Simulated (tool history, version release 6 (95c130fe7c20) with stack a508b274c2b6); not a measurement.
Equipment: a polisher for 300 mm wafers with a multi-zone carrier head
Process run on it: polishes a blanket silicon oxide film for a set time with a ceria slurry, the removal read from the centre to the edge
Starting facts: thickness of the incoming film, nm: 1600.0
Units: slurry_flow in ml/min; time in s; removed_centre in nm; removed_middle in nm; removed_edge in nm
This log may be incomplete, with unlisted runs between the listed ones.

{"run": 1, "hour": 0.0, "slurry_flow": 225, "centre_zone": 1.0, "middle_zone": 1.0, "edge_zone": 1.0, "time": 78, "removed_centre": 582.86, "removed_middle": 622.37, "removed_edge": 601.52}
{"run": 2, "hour": 5.6, "slurry_flow": 225, "centre_zone": 1.0, "middle_zone": 1.0, "edge_zone": 1.06, "time": 78, "removed_centre": 581.59, "removed_middle": 607.65, "removed_edge": 611.84}
{"run": 3, "hour": 12.0, "slurry_flow": 225, "centre_zone": 1.08, "middle_zone": 1.0, "edge_zone": 1.06, "time": 78, "removed_centre": 638.99, "removed_middle": 593.83, "removed_edge": 625.26}
{"run": 4, "hour": 13.6, "slurry_flow": 200, "centre_zone": 1.08, "middle_zone": 1.0, "edge_zone": 1.06, "time": 78, "removed_centre": 626.44, "removed_middle": 581.11, "removed_edge": 606.18}
{"run": 5, "hour": 19.5, "slurry_flow": 165, "centre_zone": 1.08, "middle_zone": 1.0, "edge_zone": 1.06, "time": 78, "removed_centre": 594.79, "removed_middle": 572.42, "removed_edge": 584.81}
{"run": 6, "hour": 26.2, "slurry_flow": 160, "centre_zone": 1.04, "middle_zone": 0.97, "edge_zone": 1.06, "time": 65, "removed_centre": 484.28, "removed_middle": 468.55, "removed_edge": 494.7}
{"run": 7, "hour": 32.2, "slurry_flow": 155, "centre_zone": 1.0, "middle_zone": 0.95, "edge_zone": 1.05, "time": 57, "removed_centre": 396.52, "removed_middle": 394.21, "removed_edge": 424.76}
{"run": 8, "hour": 33.2, "slurry_flow": 150, "centre_zone": 0.97, "middle_zone": 0.92, "edge_zone": 1.01, "time": 54, "removed_centre": 365.02, "removed_middle": 368.14, "removed_edge": 392.11}
{"run": 9, "hour": 34.3, "slurry_flow": 145, "centre_zone": 0.94, "middle_zone": 0.9, "edge_zone": 0.99, "time": 52, "removed_centre": 343.01, "removed_middle": 346.82, "removed_edge": 373.27}
{"run": 10, "hour": 37.9, "slurry_flow": 145, "centre_zone": 0.91, "middle_zone": 0.88, "edge_zone": 0.97, "time": 51, "removed_centre": 322.11, "removed_middle": 329.21, "removed_edge": 362.66}

The next listed run, before its measurement:
{"run": 11, "hour": 44.3, "slurry_flow": 145, "centre_zone": 0.91, "middle_zone": 0.88, "edge_zone": 0.97, "time": 51, "removed_centre": "?", "removed_middle": "?", "removed_edge": "?"}

Run 11 came out at removed_centre 321.20 nm, removed_middle 336.85 nm, removed_edge 364.59 nm.
